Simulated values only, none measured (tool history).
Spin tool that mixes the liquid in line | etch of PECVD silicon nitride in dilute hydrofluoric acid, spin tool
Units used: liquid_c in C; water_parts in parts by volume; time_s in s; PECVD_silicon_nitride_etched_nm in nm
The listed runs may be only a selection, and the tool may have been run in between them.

| run | hour | liquid_c | water_parts | time_s | PECVD_silicon_nitride_etched_nm |
|---|---|---|---|---|---|
| 1 | 0.0 | 20.0 | 210 | 290 | 5.0049 |
| 2 | 2.9 | 20.5 | 210 | 290 | 5.1717 |
| 3 | 5.3 | 20.5 | 210 | 290 | 5.2698 |
| 4 | 6.0 | 20.5 | 210 | 290 | 5.1866 |
| 5 | 14.3 | 20.5 | 155 | 290 | 6.9953 |
| 6 | 20.6 | 20.5 | 215 | 290 | 5.0697 |
| 7 | 22.8 | 21.0 | 215 | 290 | 5.2092 |
| 8 | 23.9 | 21.5 | 215 | 290 | 5.4801 |
| 9 | 30.5 | 21.5 | 215 | 290 | 5.3955 |
| 10 | 34.5 | 22.0 | 215 | 290 | 5.6845 |

Expected results for the next run?
| 11 | 37.0 | 22.5 | 215 | 290 | ? |

PECVD_silicon_nitride_etched_nm: 5.7467 nm

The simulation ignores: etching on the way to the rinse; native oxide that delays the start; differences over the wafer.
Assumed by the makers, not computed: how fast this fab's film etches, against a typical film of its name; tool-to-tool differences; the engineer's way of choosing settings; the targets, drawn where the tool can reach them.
